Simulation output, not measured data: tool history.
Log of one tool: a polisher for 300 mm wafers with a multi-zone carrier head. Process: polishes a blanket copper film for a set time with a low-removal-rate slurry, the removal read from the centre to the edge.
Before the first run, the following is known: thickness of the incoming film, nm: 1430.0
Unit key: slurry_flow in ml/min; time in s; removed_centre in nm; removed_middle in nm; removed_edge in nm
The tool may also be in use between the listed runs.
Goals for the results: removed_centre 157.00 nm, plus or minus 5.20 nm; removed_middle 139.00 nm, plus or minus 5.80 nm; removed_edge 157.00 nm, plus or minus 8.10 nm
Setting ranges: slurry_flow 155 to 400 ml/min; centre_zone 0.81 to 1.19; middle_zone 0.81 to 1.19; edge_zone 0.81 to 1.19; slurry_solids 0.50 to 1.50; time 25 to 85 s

Run 1, day 0.000: slurry_flow 255 ml/min, centre_zone 1.00, middle_zone 1.00, edge_zone 1.00, slurry_solids 1.00, time 55 s. Result: removed_centre 180.19 nm, removed_middle 175.76 nm, removed_edge 178.82 nm.
Run 2, day 0.279: slurry_flow 235 ml/min, centre_zone 1.00, middle_zone 1.00, edge_zone 1.00, slurry_solids 1.00, time 55 s. Result: removed_centre 177.38 nm, removed_middle 172.75 nm, removed_edge 178.84 nm.
Run 3, day 0.558: slurry_flow 235 ml/min, centre_zone 1.00, middle_zone 0.98, edge_zone 0.99, slurry_solids 0.95, time 55 s. Result: removed_centre 176.22 nm, removed_middle 170.38 nm, removed_edge 179.87 nm.
Run 4, day 0.629: slurry_flow 240 ml/min, centre_zone 1.01, middle_zone 0.97, edge_zone 0.99, slurry_solids 0.90, time 54 s. Result: removed_centre 172.21 nm, removed_middle 166.45 nm, removed_edge 174.83 nm.
Run 5, day 0.692: slurry_flow 240 ml/min, centre_zone 1.02, middle_zone 0.95, edge_zone 0.99, slurry_solids 0.85, time 53 s. Result: removed_centre 166.31 nm, removed_middle 155.04 nm, removed_edge 166.75 nm.
Run 6, day 0.808: slurry_flow 240 ml/min, centre_zone 1.02, middle_zone 0.94, edge_zone 0.99, slurry_solids 0.85, time 53 s. Result: removed_centre 170.12 nm, removed_middle 156.24 nm, removed_edge 163.79 nm.
Run 7, day 0.992: slurry_flow 210 ml/min, centre_zone 0.96, middle_zone 0.84, edge_zone 1.04, slurry_solids 0.70, time 52 s. Result: removed_centre 145.98 nm, removed_middle 130.28 nm, removed_edge 158.49 nm.
Run 8, day 1.300: slurry_flow 215 ml/min, centre_zone 0.97, middle_zone 0.85, edge_zone 1.03, slurry_solids 0.70, time 52 s. Result: removed_centre 145.72 nm, removed_middle 134.55 nm, removed_edge 158.02 nm.
Run 9, day 1.538: slurry_flow 220 ml/min, centre_zone 0.98, middle_zone 0.85, edge_zone 1.03, slurry_solids 0.70, time 52 s. Result: removed_centre 149.84 nm, removed_middle 133.22 nm, removed_edge 159.54 nm.

Pick the move, out of 5, that brings all results within their allowed miss; only one does.
Run A, day 1.775: slurry_flow 160 ml/min, centre_zone 0.99, middle_zone 0.85, edge_zone 0.93, slurry_solids 0.95, time 53 s. Result: removed_centre ?, removed_middle ?, removed_edge ?.
Run B, day 1.775: slurry_flow 250 ml/min, centre_zone 1.06, middle_zone 1.05, edge_zone 0.96, slurry_solids 0.55, time 52 s. Result: removed_centre ?, removed_middle ?, removed_edge ?.
Run C, day 1.775: slurry_flow 245 ml/min, centre_zone 1.00, middle_zone 0.96, edge_zone 0.94, slurry_solids 0.60, time 50 s. Result: removed_centre ?, removed_middle ?, removed_edge ?.
Run D, day 1.775: slurry_flow 210 ml/min, centre_zone 0.97, middle_zone 0.90, edge_zone 1.02, slurry_solids 0.75, time 50 s. Result: removed_centre ?, removed_middle ?, removed_edge ?.
Run E, day 1.775: slurry_flow 225 ml/min, centre_zone 1.04, middle_zone 0.89, edge_zone 0.95, slurry_solids 0.65, time 48 s. Result: removed_centre ?, removed_middle ?, removed_edge ?.

move  removed_centre  removed_middle  removed_edge
   A          156.21          138.95        152.19
   B          159.34          156.43        142.98
   C          146.28          141.36        138.19
   D          144.63          136.93        147.73
   E          146.47          127.92        134.36
A: all results land within tolerance of their targets
B: corrects the largest miss of the last run, while another result sits out of spec
C: misses by more than the last run did
D: misses by more than the last run did
E: misses by more than the last run did
The move that meets every target is A.
